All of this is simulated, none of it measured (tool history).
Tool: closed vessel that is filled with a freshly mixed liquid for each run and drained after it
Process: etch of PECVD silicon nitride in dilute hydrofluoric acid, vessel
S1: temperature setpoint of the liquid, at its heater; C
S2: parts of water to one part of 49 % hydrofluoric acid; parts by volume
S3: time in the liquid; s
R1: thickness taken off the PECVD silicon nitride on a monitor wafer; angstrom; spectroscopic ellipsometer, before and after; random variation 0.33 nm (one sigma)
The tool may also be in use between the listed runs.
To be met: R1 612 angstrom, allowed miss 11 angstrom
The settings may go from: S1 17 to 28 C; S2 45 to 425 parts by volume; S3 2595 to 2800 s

run    day    S1   S2    S3      R1
  1      0    20  235  2595  398.88
  2    0.4    20  165  2595  555.26
  3    0.8  18.5  165  2595  503.29
  4  0.917  19.5  165  2595   543.1
  5   1.25    21  165  2595  596.27
  6  1.308    21  250  2595  398.47
  7  1.383    23  250  2595  455.92
  8   1.75  24.5  250  2595   504.5
  9  2.038  25.5  250  2595  535.72
 10  2.292    26  250  2595  547.96
 11  2.529  26.5  250  2595  568.46
 12  2.917    27  250  2595  589.67

Which of these 4 next moves meets every target?
  A  3.304    25  205  2645   ?
  B  3.304    28  255  2595   ?
  C  3.304    27  245  2770   ?
  D  3.304  27.5  290  2770   ?

move      R1
   A   643.5
   B  612.62
   C  640.22
   D   557.8
A: takes the result that was furthest off past its target
B: meets every target
C: takes the result that was furthest off past its target
D: further off than the last run
Move B is the one to make.

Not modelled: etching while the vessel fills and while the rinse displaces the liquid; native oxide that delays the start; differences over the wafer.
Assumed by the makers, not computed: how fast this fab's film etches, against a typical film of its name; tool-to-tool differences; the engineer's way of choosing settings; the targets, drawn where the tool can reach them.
